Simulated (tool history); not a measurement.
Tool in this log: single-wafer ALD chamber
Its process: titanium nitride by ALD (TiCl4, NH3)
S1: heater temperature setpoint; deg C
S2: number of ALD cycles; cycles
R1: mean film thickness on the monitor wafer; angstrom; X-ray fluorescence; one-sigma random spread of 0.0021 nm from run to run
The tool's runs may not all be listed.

Run 1, hour 0: S1 400 deg C, S2 45 cycles, NH3 pulse time (s) 2.16. Result: R1 10.848 angstrom.
Run 2, hour 7.9: S1 391 deg C, S2 45 cycles, NH3 pulse time (s) 2.16. Result: R1 10.723 angstrom.
Run 3, hour 11.2: S1 386 deg C, S2 45 cycles, NH3 pulse time (s) 2.16. Result: R1 10.681 angstrom.
Run 4, hour 12.1: S1 393 deg C, S2 45 cycles, NH3 pulse time (s) 2.16. Result: R1 10.77 angstrom.
Run 5, hour 15.5: S1 391 deg C, S2 45 cycles, NH3 pulse time (s) 2. Result: R1 10.718 angstrom.
Run 6, hour 16.2: S1 391 deg C, S2 45 cycles, NH3 pulse time (s) 2.47. Result: R1 10.9 angstrom.
Run 7, hour 17.9: S1 390 deg C, S2 45 cycles, NH3 pulse time (s) 2.32. Result: R1 10.793 angstrom.

Run 8 has not been measured yet. What should we expect?
Run 8, hour 24.7: S1 389 deg C, S2 45 cycles, NH3 pulse time (s) 2.18. Result: R1 ?.

R1: 10.765 angstrom
